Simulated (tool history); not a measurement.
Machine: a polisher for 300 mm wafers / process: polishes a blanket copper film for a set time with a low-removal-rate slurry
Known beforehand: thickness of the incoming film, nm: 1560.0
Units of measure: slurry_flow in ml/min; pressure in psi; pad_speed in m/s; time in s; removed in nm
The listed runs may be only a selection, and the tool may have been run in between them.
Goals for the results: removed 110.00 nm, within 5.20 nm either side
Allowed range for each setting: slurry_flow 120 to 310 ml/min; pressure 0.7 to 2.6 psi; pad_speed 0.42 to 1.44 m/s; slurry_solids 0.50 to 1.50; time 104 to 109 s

run,day,slurry_flow,pressure,pad_speed,slurry_solids,time,removed
1,0.000,200,1.6,0.92,1.00,104,197.27
2,0.038,200,1.4,0.92,1.00,104,175.59
3,0.200,200,1.4,0.92,0.90,104,172.02
4,0.292,200,1.4,0.92,0.90,109,179.51
5,0.562,200,1.2,0.90,0.90,109,157.55
6,0.829,200,1.2,0.80,0.90,109,139.70
7,1.038,200,1.1,0.80,0.90,109,131.35
8,1.362,200,1.0,0.80,0.90,109,122.81

Next run, 5 choices. One meets every target within its allowed miss, the rest don't. Which?
A,1.688,190,1.0,0.96,0.90,107,?
B,1.688,220,1.1,0.74,0.70,104,?
C,1.688,205,1.2,0.76,0.95,109,?
D,1.688,205,1.0,1.04,0.60,109,?
E,1.688,215,0.9,0.98,0.75,108,?

move,removed
A,143.86
B,114.57
C,137.75
D,149.82
E,134.86
A: further off than the last run
B: each result inside its tolerance
C: further off than the last run
D: further off than the last run
E: further off than the last run
Correct choice: B, which meets every target
